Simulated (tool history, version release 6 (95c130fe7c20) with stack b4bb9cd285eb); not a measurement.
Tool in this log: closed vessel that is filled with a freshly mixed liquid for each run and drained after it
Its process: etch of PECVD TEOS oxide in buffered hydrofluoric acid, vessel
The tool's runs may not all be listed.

run,hour,temperature setpoint of the liquid (C),parts of 40 % ammonium fluoride to one part of 49 % hydrofluoric acid (parts by volume),time in the liquid (s),thickness taken off the PECVD TEOS oxide on a monitor wafer (nm)
1,0.0,22.0,13.5,30,26.801
2,1.4,22.0,13.5,30,27.178
3,2.5,21.0,14.5,30,23.587
4,9.1,21.0,17.0,30,20.267
# hour 18.0: hydrofluoric acid flow meter replaced
5,18.0,21.0,14.5,30,21.478
6,20.4,24.5,14.5,30,25.993
7,26.2,23.0,15.5,30,22.211
8,31.8,22.0,16.5,30,19.683
9,34.8,21.0,17.0,30,18.260
10,40.8,20.0,17.0,30,17.162
11,46.8,20.0,17.0,30,17.046
12,55.6,19.5,17.0,30,16.709

Expected results for the next run?
13,59.3,19.0,17.0,30,?

thickness taken off the PECVD TEOS oxide on a monitor wafer (nm): 16.329

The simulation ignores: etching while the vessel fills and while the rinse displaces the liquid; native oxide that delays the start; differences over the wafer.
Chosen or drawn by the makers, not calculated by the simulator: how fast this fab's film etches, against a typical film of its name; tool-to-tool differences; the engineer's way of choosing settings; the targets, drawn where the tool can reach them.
